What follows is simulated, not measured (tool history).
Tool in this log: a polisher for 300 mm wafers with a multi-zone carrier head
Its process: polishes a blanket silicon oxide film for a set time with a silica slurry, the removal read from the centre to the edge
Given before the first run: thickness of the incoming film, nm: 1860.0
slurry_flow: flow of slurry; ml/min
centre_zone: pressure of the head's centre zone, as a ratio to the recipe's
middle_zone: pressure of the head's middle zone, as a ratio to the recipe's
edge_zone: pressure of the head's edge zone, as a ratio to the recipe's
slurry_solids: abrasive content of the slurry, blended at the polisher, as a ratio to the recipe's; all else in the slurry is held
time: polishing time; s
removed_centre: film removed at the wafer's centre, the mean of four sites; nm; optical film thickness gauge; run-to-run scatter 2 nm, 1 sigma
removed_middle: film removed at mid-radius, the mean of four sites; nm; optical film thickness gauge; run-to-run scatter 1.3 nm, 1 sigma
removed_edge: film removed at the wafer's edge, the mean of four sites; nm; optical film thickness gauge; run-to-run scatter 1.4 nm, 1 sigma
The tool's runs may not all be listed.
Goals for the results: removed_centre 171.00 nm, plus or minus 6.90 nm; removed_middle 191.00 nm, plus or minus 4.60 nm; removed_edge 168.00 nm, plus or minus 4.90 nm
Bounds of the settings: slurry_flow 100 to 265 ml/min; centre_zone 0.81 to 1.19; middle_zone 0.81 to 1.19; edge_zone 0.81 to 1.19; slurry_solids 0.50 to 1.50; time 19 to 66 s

Run 1, hour 0.0: slurry_flow 170 ml/min, centre_zone 1.00, middle_zone 1.00, edge_zone 1.00, slurry_solids 1.00, time 42 s. Result: removed_centre 214.20 nm, removed_middle 212.62 nm, removed_edge 215.05 nm.
Run 2, hour 2.7: slurry_flow 165 ml/min, centre_zone 0.99, middle_zone 1.01, edge_zone 0.98, slurry_solids 0.95, time 42 s. Result: removed_centre 205.59 nm, removed_middle 213.40 nm, removed_edge 206.62 nm.
Run 3, hour 10.3: slurry_flow 160 ml/min, centre_zone 0.99, middle_zone 1.01, edge_zone 0.96, slurry_solids 0.95, time 42 s. Result: removed_centre 204.13 nm, removed_middle 209.69 nm, removed_edge 197.46 nm.
Run 4, hour 16.3: slurry_flow 180 ml/min, centre_zone 0.99, middle_zone 1.01, edge_zone 0.96, slurry_solids 0.95, time 42 s. Result: removed_centre 208.29 nm, removed_middle 214.80 nm, removed_edge 203.05 nm.
Run 5, hour 20.6: slurry_flow 175 ml/min, centre_zone 0.98, middle_zone 1.00, edge_zone 0.95, slurry_solids 0.95, time 42 s. Result: removed_centre 206.12 nm, removed_middle 213.75 nm, removed_edge 204.18 nm.
Run 6, hour 23.0: slurry_flow 175 ml/min, centre_zone 0.94, middle_zone 1.00, edge_zone 0.95, slurry_solids 0.95, time 42 s. Result: removed_centre 200.29 nm, removed_middle 212.95 nm, removed_edge 202.70 nm.
Run 7, hour 25.2: slurry_flow 170 ml/min, centre_zone 0.93, middle_zone 1.00, edge_zone 0.94, slurry_solids 0.95, time 42 s. Result: removed_centre 199.15 nm, removed_middle 210.99 nm, removed_edge 199.71 nm.
Run 8, hour 27.4: slurry_flow 165 ml/min, centre_zone 0.92, middle_zone 1.00, edge_zone 0.93, slurry_solids 0.95, time 42 s. Result: removed_centre 194.51 nm, removed_middle 209.01 nm, removed_edge 199.55 nm.
Run 9, hour 36.1: slurry_flow 160 ml/min, centre_zone 0.92, middle_zone 1.00, edge_zone 0.92, slurry_solids 0.95, time 42 s. Result: removed_centre 195.99 nm, removed_middle 210.78 nm, removed_edge 196.86 nm.
Run 10, hour 41.9: slurry_flow 155 ml/min, centre_zone 0.91, middle_zone 1.00, edge_zone 0.91, slurry_solids 0.95, time 42 s. Result: removed_centre 194.75 nm, removed_middle 207.52 nm, removed_edge 196.98 nm.
Run 11, hour 44.3: slurry_flow 155 ml/min, centre_zone 0.91, middle_zone 1.00, edge_zone 0.90, slurry_solids 0.95, time 42 s. Result: removed_centre 193.42 nm, removed_middle 206.84 nm, removed_edge 190.74 nm.
Run 12, hour 52.2: slurry_flow 150 ml/min, centre_zone 0.90, middle_zone 1.00, edge_zone 0.89, slurry_solids 0.95, time 42 s. Result: removed_centre 189.45 nm, removed_middle 203.17 nm, removed_edge 194.16 nm.
Run 13, hour 56.2: slurry_flow 165 ml/min, centre_zone 0.92, middle_zone 1.08, edge_zone 0.85, slurry_solids 0.70, time 42 s. Result: removed_centre 175.14 nm, removed_middle 202.52 nm, removed_edge 171.68 nm.
Run 14, hour 63.3: slurry_flow 160 ml/min, centre_zone 0.92, middle_zone 1.08, edge_zone 0.85, slurry_solids 0.70, time 42 s. Result: removed_centre 176.30 nm, removed_middle 198.69 nm, removed_edge 169.23 nm.

Exercise: of the 5 proposed moves below, exactly one satisfies all targets within the stated allowed misses. Which move is it?
Run A, hour 70.4: slurry_flow 145 ml/min, centre_zone 0.86, middle_zone 1.01, edge_zone 0.93, slurry_solids 0.90, time 37 s. Result: removed_centre ?, removed_middle ?, removed_edge ?.
Run B, hour 70.4: slurry_flow 175 ml/min, centre_zone 0.83, middle_zone 1.11, edge_zone 0.95, slurry_solids 0.70, time 39 s. Result: removed_centre ?, removed_middle ?, removed_edge ?.
Run C, hour 70.4: slurry_flow 215 ml/min, centre_zone 0.90, middle_zone 1.04, edge_zone 0.87, slurry_solids 0.80, time 38 s. Result: removed_centre ?, removed_middle ?, removed_edge ?.
Run D, hour 70.4: slurry_flow 195 ml/min, centre_zone 0.90, middle_zone 1.09, edge_zone 0.91, slurry_solids 0.95, time 33 s. Result: removed_centre ?, removed_middle ?, removed_edge ?.
Run E, hour 70.4: slurry_flow 165 ml/min, centre_zone 0.93, middle_zone 1.08, edge_zone 0.90, slurry_solids 0.50, time 42 s. Result: removed_centre ?, removed_middle ?, removed_edge ?.

move  removed_centre  removed_middle  removed_edge
   A          155.53          179.15        168.75
   B          153.02          192.26        168.48
   C          170.63          193.50        169.70
   D          155.04          182.36        158.11
   E          154.56          177.49        155.40
A: the result that was furthest off in the last run now lies on the other side of its target
B: brings the result that was furthest off to its target, and leaves another outside
C: all results in spec
D: the result that was furthest off in the last run now lies on the other side of its target
E: the result that was furthest off in the last run now lies on the other side of its target
C meets every target.
